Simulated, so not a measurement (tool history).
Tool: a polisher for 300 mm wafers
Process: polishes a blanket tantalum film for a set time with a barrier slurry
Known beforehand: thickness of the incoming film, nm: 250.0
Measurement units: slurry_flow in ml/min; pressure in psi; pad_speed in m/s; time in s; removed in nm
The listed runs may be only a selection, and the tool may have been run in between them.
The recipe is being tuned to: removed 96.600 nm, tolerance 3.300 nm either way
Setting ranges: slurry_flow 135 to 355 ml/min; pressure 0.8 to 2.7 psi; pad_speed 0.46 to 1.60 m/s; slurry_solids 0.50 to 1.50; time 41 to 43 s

| run | hour | slurry_flow | pressure | pad_speed | slurry_solids | time | removed |
|---|---|---|---|---|---|---|---|
| 1 | 0.0 | 225 | 1.7 | 1.02 | 1.00 | 41 | 52.613 |
| 2 | 8.8 | 225 | 1.5 | 1.02 | 1.00 | 41 | 47.769 |
| 3 | 12.4 | 225 | 1.7 | 1.04 | 1.00 | 41 | 53.420 |
| 4 | 13.1 | 225 | 1.7 | 1.04 | 0.85 | 41 | 50.387 |
| 5 | 15.7 | 225 | 1.9 | 1.06 | 0.85 | 41 | 55.726 |
| 6 | 17.4 | 255 | 1.9 | 1.06 | 0.85 | 41 | 57.185 |
| 7 | 19.5 | 255 | 2.0 | 1.08 | 0.85 | 41 | 58.826 |
| 8 | 23.8 | 255 | 2.1 | 1.12 | 0.85 | 41 | 64.437 |
| 9 | 26.7 | 260 | 2.6 | 1.20 | 0.85 | 41 | 84.286 |
| 10 | 27.6 | 260 | 2.6 | 1.22 | 0.85 | 41 | 83.993 |
| 11 | 31.6 | 260 | 2.6 | 1.24 | 0.85 | 41 | 85.097 |
| 12 | 40.5 | 260 | 2.6 | 1.26 | 0.85 | 41 | 87.194 |
| 13 | 41.0 | 260 | 2.6 | 1.28 | 0.85 | 41 | 88.589 |
| 14 | 49.3 | 265 | 2.7 | 1.30 | 0.85 | 41 | 92.113 |
| 15 | 53.4 | 265 | 2.7 | 1.30 | 0.85 | 41 | 92.720 |

Next run, 4 choices. One meets every target within its allowed miss, the rest don't. Which?
| A | 57.5 | 265 | 2.7 | 1.50 | 0.75 | 42 | ? |
| B | 57.5 | 250 | 2.3 | 1.34 | 1.05 | 41 | ? |
| C | 57.5 | 355 | 2.4 | 1.56 | 0.90 | 42 | ? |
| D | 57.5 | 310 | 2.7 | 1.30 | 0.80 | 43 | ? |

| move | removed |
|---|---|
| A | 103.140 |
| B | 89.109 |
| C | 107.070 |
| D | 96.475 |
A: moves the result that the last run missed by most past its target, out the other side
B: misses by more than the last run did
C: moves the result that the last run missed by most past its target, out the other side
D: every result within its allowed miss
The right move is D.

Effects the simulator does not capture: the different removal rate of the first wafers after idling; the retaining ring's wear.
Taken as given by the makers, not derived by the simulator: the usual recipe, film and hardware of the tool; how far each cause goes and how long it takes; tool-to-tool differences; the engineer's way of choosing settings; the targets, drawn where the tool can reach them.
